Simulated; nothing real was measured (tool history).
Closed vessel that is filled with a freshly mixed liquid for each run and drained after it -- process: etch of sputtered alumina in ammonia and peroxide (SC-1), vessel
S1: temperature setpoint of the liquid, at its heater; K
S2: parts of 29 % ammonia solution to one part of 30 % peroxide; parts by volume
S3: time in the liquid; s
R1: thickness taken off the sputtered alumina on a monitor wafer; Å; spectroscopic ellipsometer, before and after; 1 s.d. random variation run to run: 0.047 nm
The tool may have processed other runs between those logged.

Run 1, hour 0: S1 329.15 K, S2 0.9 parts by volume, S3 120 s. Result: R1 113.65 Å.
Run 2, hour 1.7: S1 329.15 K, S2 1.2 parts by volume, S3 120 s. Result: R1 117.29 Å.
Run 3, hour 6: S1 329.15 K, S2 1.2 parts by volume, S3 120 s. Result: R1 119.61 Å.
Run 4, hour 13.4: S1 329.15 K, S2 1.2 parts by volume, S3 120 s. Result: R1 117.54 Å.
Run 5, hour 18.1: S1 326.15 K, S2 1.2 parts by volume, S3 120 s. Result: R1 101 Å.
Run 6, hour 26.4: S1 323.65 K, S2 1.2 parts by volume, S3 120 s. Result: R1 87.844 Å.
Run 7, hour 29.5: S1 321.65 K, S2 1.2 parts by volume, S3 120 s. Result: R1 78.603 Å.
Run 8, hour 30.7: S1 320.15 K, S2 1.2 parts by volume, S3 120 s. Result: R1 71.337 Å.
Run 9, hour 36.5: S1 319.15 K, S2 1.2 parts by volume, S3 120 s. Result: R1 68.751 Å.
Run 10, hour 42.4: S1 318.15 K, S2 1.2 parts by volume, S3 120 s. Result: R1 63.721 Å.

What does the tool deliver on the next run?
Run 11, hour 45.2: S1 317.65 K, S2 1.2 parts by volume, S3 120 s. Result: R1 ?.

R1: 63.701 Å
